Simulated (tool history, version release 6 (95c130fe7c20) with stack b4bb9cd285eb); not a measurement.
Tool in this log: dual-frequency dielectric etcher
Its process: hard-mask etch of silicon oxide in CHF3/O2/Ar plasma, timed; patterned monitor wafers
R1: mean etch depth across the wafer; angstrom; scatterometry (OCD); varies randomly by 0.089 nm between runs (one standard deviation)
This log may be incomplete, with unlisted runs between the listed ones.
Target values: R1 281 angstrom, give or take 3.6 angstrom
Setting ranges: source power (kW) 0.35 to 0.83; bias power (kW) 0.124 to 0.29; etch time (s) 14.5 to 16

{"run": 1, "hour": 0.0, "source power (kW)": 0.59, "bias power (kW)": 0.207, "etch time (s)": 16, "R1": 330.88}
{"run": 2, "hour": 1.7, "source power (kW)": 0.69, "bias power (kW)": 0.207, "etch time (s)": 16, "R1": 350.23}
{"run": 3, "hour": 8.4, "source power (kW)": 0.66, "bias power (kW)": 0.205, "etch time (s)": 16, "R1": 342.92}
{"run": 4, "hour": 15.4, "source power (kW)": 0.63, "bias power (kW)": 0.203, "etch time (s)": 16, "R1": 336.25}
{"run": 5, "hour": 16.9, "source power (kW)": 0.67, "bias power (kW)": 0.203, "etch time (s)": 16, "R1": 344.28}
{"run": 6, "hour": 25.6, "source power (kW)": 0.61, "bias power (kW)": 0.203, "etch time (s)": 16, "R1": 330.91}
{"run": 7, "hour": 33.6, "source power (kW)": 0.59, "bias power (kW)": 0.202, "etch time (s)": 16, "R1": 328.64}
{"run": 8, "hour": 34.3, "source power (kW)": 0.57, "bias power (kW)": 0.2, "etch time (s)": 16, "R1": 321.72}
{"run": 9, "hour": 35.9, "source power (kW)": 0.55, "bias power (kW)": 0.199, "etch time (s)": 16, "R1": 318.97}

Which of these 4 next moves meets every target?
{"run": "A", "hour": 37.5, "source power (kW)": 0.47, "bias power (kW)": 0.192, "etch time (s)": 14.5, "R1": "?"}
{"run": "B", "hour": 37.5, "source power (kW)": 0.58, "bias power (kW)": 0.242, "etch time (s)": 16, "R1": "?"}
{"run": "C", "hour": 37.5, "source power (kW)": 0.67, "bias power (kW)": 0.196, "etch time (s)": 16, "R1": "?"}
{"run": "D", "hour": 37.5, "source power (kW)": 0.53, "bias power (kW)": 0.183, "etch time (s)": 15, "R1": "?"}

move=A R1=266.27
move=B R1=356.12
move=C R1=337.97
move=D R1=280.67
A: takes the result that was furthest off past its target
B: lands further from the targets than the last run did
C: lands further from the targets than the last run did
D: each result inside its tolerance
Answer: D
